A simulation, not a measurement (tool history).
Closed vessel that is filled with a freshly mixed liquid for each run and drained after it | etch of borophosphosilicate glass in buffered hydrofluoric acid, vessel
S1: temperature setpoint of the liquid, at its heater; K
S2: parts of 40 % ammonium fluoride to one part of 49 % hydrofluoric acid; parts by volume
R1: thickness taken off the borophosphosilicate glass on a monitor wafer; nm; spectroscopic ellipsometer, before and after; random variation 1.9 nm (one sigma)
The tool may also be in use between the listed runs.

Run 1, day 0.000: S1 298.15 K, S2 15.5 parts by volume, time in the liquid (s) 90. Result: R1 222.77 nm.
Run 2, day 0.188: S1 298.15 K, S2 19.0 parts by volume, time in the liquid (s) 90. Result: R1 182.65 nm.
Run 3, day 0.521: S1 296.15 K, S2 19.0 parts by volume, time in the liquid (s) 90. Result: R1 164.94 nm.
Run 4, day 0.608: S1 296.15 K, S2 19.0 parts by volume, time in the liquid (s) 90. Result: R1 164.29 nm.
Run 5, day 0.938: S1 296.15 K, S2 19.0 parts by volume, time in the liquid (s) 100. Result: R1 181.47 nm.
Run 6, day 1.246: S1 297.65 K, S2 18.5 parts by volume, time in the liquid (s) 100. Result: R1 202.68 nm.
Run 7, day 1.358: S1 299.15 K, S2 18.0 parts by volume, time in the liquid (s) 100. Result: R1 224.81 nm.
Run 8, day 1.704: S1 299.15 K, S2 18.0 parts by volume, time in the liquid (s) 100. Result: R1 227.87 nm.
Run 9, day 2.000: S1 300.15 K, S2 17.5 parts by volume, time in the liquid (s) 100. Result: R1 246.17 nm.
Run 10, day 2.158: S1 301.15 K, S2 17.0 parts by volume, time in the liquid (s) 100. Result: R1 267.45 nm.
Run 11, day 2.358: S1 301.65 K, S2 16.5 parts by volume, time in the liquid (s) 100. Result: R1 279.23 nm.
Run 12, day 2.421: S1 302.15 K, S2 16.0 parts by volume, time in the liquid (s) 100. Result: R1 295.96 nm.
Run 13, day 2.800: S1 302.65 K, S2 16.0 parts by volume, time in the liquid (s) 100. Result: R1 303.13 nm.

Forecast run 14:
Run 14, day 3.154: S1 303.15 K, S2 16.0 parts by volume, time in the liquid (s) 100. Result: R1 ?.

R1: 313.60 nm

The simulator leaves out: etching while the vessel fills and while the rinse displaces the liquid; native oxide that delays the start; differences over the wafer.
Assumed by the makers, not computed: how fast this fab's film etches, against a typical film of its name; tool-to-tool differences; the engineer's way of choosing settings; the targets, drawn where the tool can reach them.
